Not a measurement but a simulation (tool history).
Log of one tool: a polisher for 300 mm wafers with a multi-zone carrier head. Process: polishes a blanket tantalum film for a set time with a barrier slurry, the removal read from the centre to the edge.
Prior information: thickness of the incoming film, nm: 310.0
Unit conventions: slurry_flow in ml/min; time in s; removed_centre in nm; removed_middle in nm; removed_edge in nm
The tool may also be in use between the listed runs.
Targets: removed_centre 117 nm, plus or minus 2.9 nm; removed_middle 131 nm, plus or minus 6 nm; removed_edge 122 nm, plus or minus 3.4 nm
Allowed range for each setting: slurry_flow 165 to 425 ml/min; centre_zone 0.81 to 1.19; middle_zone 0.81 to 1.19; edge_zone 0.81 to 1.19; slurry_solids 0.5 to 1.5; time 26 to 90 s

Run 1, day 0: slurry_flow 275 ml/min, centre_zone 1, middle_zone 1, edge_zone 1, slurry_solids 1, time 58 s. Result: removed_centre 106.94 nm, removed_middle 109.2 nm, removed_edge 107.48 nm.
Run 2, day 0.067: slurry_flow 285 ml/min, centre_zone 1.01, middle_zone 1.03, edge_zone 1.03, slurry_solids 1.05, time 58 s. Result: removed_centre 108.89 nm, removed_middle 112.09 nm, removed_edge 109.34 nm.
Run 3, day 0.417: slurry_flow 285 ml/min, centre_zone 1.09, middle_zone 1.03, edge_zone 1.03, slurry_solids 1.05, time 58 s. Result: removed_centre 117.32 nm, removed_middle 114.38 nm, removed_edge 110.25 nm.
Run 4, day 0.788: slurry_flow 285 ml/min, centre_zone 1.09, middle_zone 1.03, edge_zone 1.06, slurry_solids 1.05, time 58 s. Result: removed_centre 117.59 nm, removed_middle 113.74 nm, removed_edge 112.16 nm.
Run 5, day 1.054: slurry_flow 285 ml/min, centre_zone 1.09, middle_zone 1.03, edge_zone 1.06, slurry_solids 1.05, time 46 s. Result: removed_centre 93.706 nm, removed_middle 90.762 nm, removed_edge 88.119 nm.
Run 6, day 1.25: slurry_flow 285 ml/min, centre_zone 1.17, middle_zone 1.03, edge_zone 1.06, slurry_solids 1.05, time 46 s. Result: removed_centre 99.447 nm, removed_middle 90.555 nm, removed_edge 88.203 nm.
Run 7, day 1.3: slurry_flow 285 ml/min, centre_zone 1.14, middle_zone 1.06, edge_zone 1.09, slurry_solids 1.15, time 48 s. Result: removed_centre 102.17 nm, removed_middle 99.786 nm, removed_edge 95.812 nm.
Run 8, day 1.467: slurry_flow 290 ml/min, centre_zone 1.14, middle_zone 1.08, edge_zone 1.11, slurry_solids 1.25, time 49 s. Result: removed_centre 107.76 nm, removed_middle 104.67 nm, removed_edge 99.528 nm.
Run 9, day 1.546: slurry_flow 285 ml/min, centre_zone 1.11, middle_zone 1.1, edge_zone 1.13, slurry_solids 1.3, time 51 s. Result: removed_centre 111.62 nm, removed_middle 110.42 nm, removed_edge 105.69 nm.
Run 10, day 1.583: slurry_flow 290 ml/min, centre_zone 1.08, middle_zone 1.12, edge_zone 1.14, slurry_solids 1.35, time 52 s. Result: removed_centre 111.65 nm, removed_middle 116.94 nm, removed_edge 108.42 nm.
Run 11, day 1.612: slurry_flow 295 ml/min, centre_zone 1.06, middle_zone 1.12, edge_zone 1.15, slurry_solids 1.4, time 53 s. Result: removed_centre 114.18 nm, removed_middle 118.96 nm, removed_edge 113.88 nm.
Run 12, day 1.746: slurry_flow 335 ml/min, centre_zone 1.02, middle_zone 1.19, edge_zone 1.18, slurry_solids 1.5, time 54 s. Result: removed_centre 113.63 nm, removed_middle 133.99 nm, removed_edge 119.06 nm.
Run 13, day 2.071: slurry_flow 335 ml/min, centre_zone 1.02, middle_zone 1.18, edge_zone 1.18, slurry_solids 1.5, time 54 s. Result: removed_centre 114.3 nm, removed_middle 129.8 nm, removed_edge 118.82 nm.

Exercise: of the 4 proposed moves below, exactly one satisfies all targets within the stated allowed misses. Which move is it?
Run A, day 2.396: slurry_flow 325 ml/min, centre_zone 0.97, middle_zone 1.01, edge_zone 1.19, slurry_solids 1.5, time 56 s. Result: removed_centre ?, removed_middle ?, removed_edge ?.
Run B, day 2.396: slurry_flow 330 ml/min, centre_zone 0.95, middle_zone 1.19, edge_zone 1.15, slurry_solids 1.45, time 56 s. Result: removed_centre ?, removed_middle ?, removed_edge ?.
Run C, day 2.396: slurry_flow 310 ml/min, centre_zone 1, middle_zone 1.08, edge_zone 1.19, slurry_solids 1.3, time 55 s. Result: removed_centre ?, removed_middle ?, removed_edge ?.
Run D, day 2.396: slurry_flow 350 ml/min, centre_zone 1.04, middle_zone 1.15, edge_zone 1.19, slurry_solids 1.35, time 56 s. Result: removed_centre ?, removed_middle ?, removed_edge ?.

move  removed_centre  removed_middle  removed_edge
   A           111.4          117.23        124.19
   B          108.85          134.06        121.31
   C          108.52          117.67        117.74
   D          116.39          128.49        121.52
A: brings the result that was furthest off to its target, and leaves another outside
B: brings the result that was furthest off to its target, and leaves another outside
C: its largest miss is bigger than the last run's
D: meets every target
Go with D: it meets all targets.

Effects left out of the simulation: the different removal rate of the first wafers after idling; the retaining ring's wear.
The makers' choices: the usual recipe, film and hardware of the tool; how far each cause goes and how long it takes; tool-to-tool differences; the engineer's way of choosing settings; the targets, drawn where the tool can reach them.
